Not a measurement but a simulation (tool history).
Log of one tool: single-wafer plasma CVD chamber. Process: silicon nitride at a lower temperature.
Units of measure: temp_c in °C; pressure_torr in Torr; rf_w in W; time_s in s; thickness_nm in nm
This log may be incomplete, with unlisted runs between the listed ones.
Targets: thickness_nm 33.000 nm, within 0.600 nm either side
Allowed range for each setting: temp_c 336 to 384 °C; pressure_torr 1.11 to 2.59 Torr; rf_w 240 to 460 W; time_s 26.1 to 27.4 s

run	hour	temp_c	pressure_torr	rf_w	time_s	thickness_nm
1	0.0	360	1.85	350	27.4	36.539
2	2.0	360	1.72	345	27.4	35.957
3	9.4	360	1.72	380	27.4	37.428
4	10.4	369	1.72	380	27.4	38.022
5	11.5	369	1.60	380	27.4	37.022
6	18.1	369	1.49	370	27.4	36.074
7	22.7	369	1.41	360	27.4	35.051
8	28.1	369	1.35	355	27.4	34.615
9	32.8	369	1.30	350	27.4	34.082
10	38.1	369	1.30	350	27.4	34.385

Exactly one of the 4 candidate moves below puts every result within its allowed miss. Which one?
A	43.4	376	1.30	345	26.1	?
B	43.4	365	1.51	295	26.3	?
C	43.4	377	1.11	355	26.1	?
D	43.4	369	1.31	330	27.4	?

move	thickness_nm
A	32.195
B	31.084
C	31.613
D	33.215
A: carries the result that was furthest off beyond its target, to the other side
B: carries the result that was furthest off beyond its target, to the other side
C: carries the result that was furthest off beyond its target, to the other side
D: hits every target within its allowed miss
Move D is the one to make.
